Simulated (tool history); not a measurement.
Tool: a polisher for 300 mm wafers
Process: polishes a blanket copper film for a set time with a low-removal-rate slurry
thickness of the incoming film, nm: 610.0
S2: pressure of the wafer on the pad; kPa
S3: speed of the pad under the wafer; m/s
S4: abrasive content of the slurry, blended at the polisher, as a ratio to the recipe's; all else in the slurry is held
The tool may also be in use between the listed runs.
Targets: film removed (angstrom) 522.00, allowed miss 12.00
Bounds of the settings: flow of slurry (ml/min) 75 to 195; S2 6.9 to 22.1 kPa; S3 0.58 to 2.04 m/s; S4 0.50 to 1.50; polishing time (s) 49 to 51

Run 1, day 0.000: flow of slurry (ml/min) 125, S2 14.5 kPa, S3 1.30 m/s, S4 1.00, polishing time (s) 49. Result: film removed (angstrom) 1059.30.
Run 2, day 0.125: flow of slurry (ml/min) 125, S2 14.5 kPa, S3 1.30 m/s, S4 0.90, polishing time (s) 49. Result: film removed (angstrom) 1021.50.
Run 3, day 0.296: flow of slurry (ml/min) 125, S2 15.9 kPa, S3 1.30 m/s, S4 0.90, polishing time (s) 49. Result: film removed (angstrom) 1108.10.
Run 4, day 0.333: flow of slurry (ml/min) 125, S2 17.9 kPa, S3 1.30 m/s, S4 0.90, polishing time (s) 49. Result: film removed (angstrom) 1269.70.
Run 5, day 0.646: flow of slurry (ml/min) 125, S2 17.9 kPa, S3 1.30 m/s, S4 0.90, polishing time (s) 49. Result: film removed (angstrom) 1267.50.
Run 6, day 0.938: flow of slurry (ml/min) 125, S2 20.0 kPa, S3 1.30 m/s, S4 0.90, polishing time (s) 49. Result: film removed (angstrom) 1400.50.
Run 7, day 1.304: flow of slurry (ml/min) 125, S2 20.0 kPa, S3 1.30 m/s, S4 0.90, polishing time (s) 49. Result: film removed (angstrom) 1411.40.
At day 1.375: head pressure recalibrated.
Run 8, day 1.375: flow of slurry (ml/min) 115, S2 16.5 kPa, S3 1.24 m/s, S4 0.90, polishing time (s) 49. Result: film removed (angstrom) 1175.70.
Run 9, day 1.646: flow of slurry (ml/min) 135, S2 13.8 kPa, S3 1.22 m/s, S4 0.90, polishing time (s) 49. Result: film removed (angstrom) 994.27.
Run 10, day 1.729: flow of slurry (ml/min) 125, S2 11.7 kPa, S3 1.10 m/s, S4 0.90, polishing time (s) 49. Result: film removed (angstrom) 769.56.
Run 11, day 1.825: flow of slurry (ml/min) 115, S2 10.3 kPa, S3 1.08 m/s, S4 0.90, polishing time (s) 49. Result: film removed (angstrom) 662.67.
Run 12, day 2.075: flow of slurry (ml/min) 105, S2 9.7 kPa, S3 1.08 m/s, S4 0.90, polishing time (s) 49. Result: film removed (angstrom) 608.07.
Run 13, day 2.371: flow of slurry (ml/min) 75, S2 8.3 kPa, S3 1.08 m/s, S4 0.90, polishing time (s) 49. Result: film removed (angstrom) 503.45.

5 next moves are on the table. One of them brings every result within its allowed miss. Which?
Run A, day 2.667: flow of slurry (ml/min) 115, S2 7.6 kPa, S3 1.02 m/s, S4 0.95, polishing time (s) 49. Result: film removed (angstrom) ?.
Run B, day 2.667: flow of slurry (ml/min) 75, S2 9.0 kPa, S3 0.96 m/s, S4 0.85, polishing time (s) 49. Result: film removed (angstrom) ?.
Run C, day 2.667: flow of slurry (ml/min) 75, S2 11.0 kPa, S3 0.78 m/s, S4 0.85, polishing time (s) 49. Result: film removed (angstrom) ?.
Run D, day 2.667: flow of slurry (ml/min) 75, S2 7.6 kPa, S3 1.36 m/s, S4 0.85, polishing time (s) 50. Result: film removed (angstrom) ?.
Run E, day 2.667: flow of slurry (ml/min) 75, S2 11.0 kPa, S3 0.82 m/s, S4 0.50, polishing time (s) 49. Result: film removed (angstrom) ?.

move  film removed (angstrom)
   A                   478.63
   B                   488.57
   C                   515.13
   D                   553.73
   E                   474.18
A: further off than the last run
B: further off than the last run
C: meets every target
D: takes the result that was furthest off past its target
E: further off than the last run
Answer: C

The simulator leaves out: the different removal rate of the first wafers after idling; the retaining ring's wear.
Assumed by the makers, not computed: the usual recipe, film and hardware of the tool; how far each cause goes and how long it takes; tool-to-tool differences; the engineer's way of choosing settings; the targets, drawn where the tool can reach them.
